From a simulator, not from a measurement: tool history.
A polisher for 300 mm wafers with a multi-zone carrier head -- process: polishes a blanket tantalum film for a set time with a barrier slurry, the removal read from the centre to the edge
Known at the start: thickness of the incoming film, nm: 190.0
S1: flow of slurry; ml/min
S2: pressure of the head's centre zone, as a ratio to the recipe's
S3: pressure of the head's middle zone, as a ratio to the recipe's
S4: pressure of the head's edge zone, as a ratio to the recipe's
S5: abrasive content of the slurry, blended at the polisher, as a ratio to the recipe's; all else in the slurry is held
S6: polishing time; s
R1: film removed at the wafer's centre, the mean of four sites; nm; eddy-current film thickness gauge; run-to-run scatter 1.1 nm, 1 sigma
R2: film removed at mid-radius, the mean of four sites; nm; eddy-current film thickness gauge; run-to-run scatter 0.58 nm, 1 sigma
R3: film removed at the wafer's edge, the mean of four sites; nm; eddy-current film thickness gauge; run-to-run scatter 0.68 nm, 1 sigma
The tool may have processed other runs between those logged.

run  hour   S1    S2    S3    S4    S5  S6      R1      R2      R3
  1   0.0  170  1.00  1.00  1.00  1.00  27  60.243  60.804  62.154
  2   3.4  175  1.01  1.00  1.02  1.05  27  65.520  63.635  64.362
  3   7.3  175  1.01  1.00  1.02  1.05  22  51.581  50.823  52.355
  4  12.4  175  1.01  0.95  1.02  1.05  22  51.007  48.901  51.573
  5  18.4  175  1.01  0.87  1.02  1.05  22  51.666  45.419  51.868
  6  26.3  175  1.01  0.87  1.02  1.05  28  66.011  57.906  65.445
  7  27.1  180  1.01  0.88  1.04  1.10  28  67.573  58.706  68.431
  8  31.7  180  1.01  0.88  1.04  1.10  28  66.477  59.250  67.870
  9  40.5  185  1.02  0.90  1.06  1.15  28  68.933  60.682  69.332
 10  44.6  190  1.02  0.91  1.07  1.20  28  69.188  62.578  70.908
 11  53.6  230  1.12  0.97  1.17  1.45  29  87.139  74.117  80.427
 12  54.6  230  1.12  0.97  1.17  1.45  29  84.906  72.618  81.043
 13  58.2  230  1.11  0.97  1.17  1.45  29  85.993  73.718  81.054

Predict the results of run 14:
 14  63.0  230  1.10  0.97  1.17  1.45  29   ?   ?   ?

{"run 14": {"R1": 84.983, "R2": 73.007, "R3": 80.6}}
